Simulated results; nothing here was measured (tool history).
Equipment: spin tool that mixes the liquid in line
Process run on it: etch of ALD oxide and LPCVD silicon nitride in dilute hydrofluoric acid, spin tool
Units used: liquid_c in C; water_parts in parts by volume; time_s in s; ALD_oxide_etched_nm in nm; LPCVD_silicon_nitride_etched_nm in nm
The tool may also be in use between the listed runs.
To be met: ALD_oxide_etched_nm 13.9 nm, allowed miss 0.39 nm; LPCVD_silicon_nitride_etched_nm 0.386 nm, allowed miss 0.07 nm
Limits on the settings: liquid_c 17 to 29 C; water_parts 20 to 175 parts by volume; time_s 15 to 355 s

run    day  liquid_c  water_parts  time_s  ALD_oxide_etched_nm  LPCVD_silicon_nitride_etched_nm
  1      0        21           95     180               24.911                          0.74675
  2  0.333      20.5          100     180               23.291                            0.675
  3  0.492        19          100     180               21.852                          0.63289
  4  0.679        17          100     180               20.064                          0.52314
  5    0.8        17          100     225               25.107                          0.62758
  6  0.967        17          100     225                25.07                          0.62929
  7  1.338        17          110     225               22.593                          0.51261
  8  1.546        18          115     220               21.936                          0.56172
  9  1.712        18          120     220               20.885                          0.57619
 10  1.733        18          125     220               19.881                          0.54488
 11  1.942        18          130     220               18.991                          0.48235
 12  2.188        18          135     220               18.291                          0.51622
 13  2.446        17          155     215               14.565                          0.41543

Which single option among these 4 for the next run brings every result within its allowed miss of target? Just one does.
  A  2.704        17          165     235                    ?                                ?
  B  2.704      18.5          155     190                    ?                                ?
  C  2.704        17          160     225                    ?                                ?
  D  2.704      17.5          160     225                    ?                                ?

move  ALD_oxide_etched_nm  LPCVD_silicon_nitride_etched_nm
   A               14.877                          0.40613
   B               13.739                          0.38617
   C               14.759                          0.40053
   D               15.063                          0.41442
A: misses by more than the last run did
B: all results land within tolerance of their targets
C: misses by more than the last run did
D: misses by more than the last run did
B meets every target.
